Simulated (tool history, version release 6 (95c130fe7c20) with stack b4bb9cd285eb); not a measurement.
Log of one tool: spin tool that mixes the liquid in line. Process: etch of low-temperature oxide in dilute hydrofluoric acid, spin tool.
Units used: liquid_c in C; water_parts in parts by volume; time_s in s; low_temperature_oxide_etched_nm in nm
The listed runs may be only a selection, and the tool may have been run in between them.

run  hour  liquid_c  water_parts  time_s  low_temperature_oxide_etched_nm
  1   0.0      26.0          215     305                           25.856
  2   4.3      27.5          200     305                           30.105
  3  11.7      29.0          200     305                           31.477
  4  20.5      32.0          200     305                           35.646
  5  24.1      32.5          190     305                           38.734
  6  30.9      33.0          180     305                           41.973
  7  31.5      34.0          140     305                           58.535

Run 8, settings as shown, results not yet in. Your forecast:
  8  38.2      33.5          140     305                                ?

Run 8 gave low_temperature_oxide_etched_nm 58.161 nm.

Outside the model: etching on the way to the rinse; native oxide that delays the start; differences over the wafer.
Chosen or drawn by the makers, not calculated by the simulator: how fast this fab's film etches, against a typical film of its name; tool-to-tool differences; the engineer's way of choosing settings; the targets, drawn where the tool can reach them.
